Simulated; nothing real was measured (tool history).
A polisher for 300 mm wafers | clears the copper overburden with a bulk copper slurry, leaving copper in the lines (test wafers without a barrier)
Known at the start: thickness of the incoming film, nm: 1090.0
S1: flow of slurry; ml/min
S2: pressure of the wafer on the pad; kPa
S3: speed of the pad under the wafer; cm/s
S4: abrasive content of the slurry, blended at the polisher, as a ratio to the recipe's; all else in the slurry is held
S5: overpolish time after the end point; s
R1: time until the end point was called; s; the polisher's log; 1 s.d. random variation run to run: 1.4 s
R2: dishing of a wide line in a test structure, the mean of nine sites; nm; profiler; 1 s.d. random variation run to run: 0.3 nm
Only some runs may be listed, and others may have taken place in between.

run  hour   S1    S2   S3  S4  S5      R1      R2
  1     0  180  17.9  116   1  17  103.34  28.324
  2   3.1  180  17.9  132   1  17  94.301  28.936
  3   8.5  180  17.9  132   1  23  94.583  28.488
  4  12.8  180  17.9  132   1  26  95.525   28.79
  5  20.6  180  17.9  144   1  26  87.426  28.756
  6  28.2  180  16.5  146   1  26  92.501  28.661
  7    35  180  15.2  146   1  25  100.22  28.192
  8  40.2  180  13.8  148   1  24  110.45  27.815
  9  47.8  180  13.1  150   1  23  113.85  27.187
 10  48.5  170   9.7  150   1  23  154.97  25.537
 11  55.8  175   9.7  150   1  23  156.57  26.106

Run 12 is up next; what results do you expect?
 12  60.5  175  9.7  150   1  23   ?   ?

{"run 12": {"R1": 153.87, "R2": 25.35}}
